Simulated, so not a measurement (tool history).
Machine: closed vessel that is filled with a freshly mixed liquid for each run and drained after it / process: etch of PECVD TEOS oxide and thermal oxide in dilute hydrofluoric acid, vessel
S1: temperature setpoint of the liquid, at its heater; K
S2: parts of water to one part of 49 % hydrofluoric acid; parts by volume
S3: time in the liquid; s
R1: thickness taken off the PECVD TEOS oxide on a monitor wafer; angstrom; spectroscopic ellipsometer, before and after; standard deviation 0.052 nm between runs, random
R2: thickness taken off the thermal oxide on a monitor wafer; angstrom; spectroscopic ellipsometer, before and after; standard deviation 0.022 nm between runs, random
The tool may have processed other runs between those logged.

{"run": 1, "day": 0.0, "S1": 296.15, "S2": 190, "S3": 185, "R1": 85.62, "R2": 45.277}
{"run": 2, "day": 0.142, "S1": 296.15, "S2": 190, "S3": 230, "R1": 107.24, "R2": 56.712}
{"run": 3, "day": 0.438, "S1": 299.65, "S2": 190, "S3": 230, "R1": 122.55, "R2": 65.148}
{"run": 4, "day": 0.692, "S1": 297.15, "S2": 195, "S3": 230, "R1": 108.36, "R2": 57.231}
{"run": 5, "day": 0.779, "S1": 295.65, "S2": 195, "S3": 230, "R1": 102.86, "R2": 53.778}
{"run": 6, "day": 0.854, "S1": 294.65, "S2": 195, "S3": 230, "R1": 98.396, "R2": 51.819}
{"run": 7, "day": 1.083, "S1": 293.65, "S2": 195, "S3": 230, "R1": 95.516, "R2": 49.812}

Run 8 comes next. What will it give?
{"run": 8, "day": 1.358, "S1": 293.15, "S2": 195, "S3": 230, "R1": "?", "R2": "?"}

R1: 93.090 angstrom
R2: 49.115 angstrom
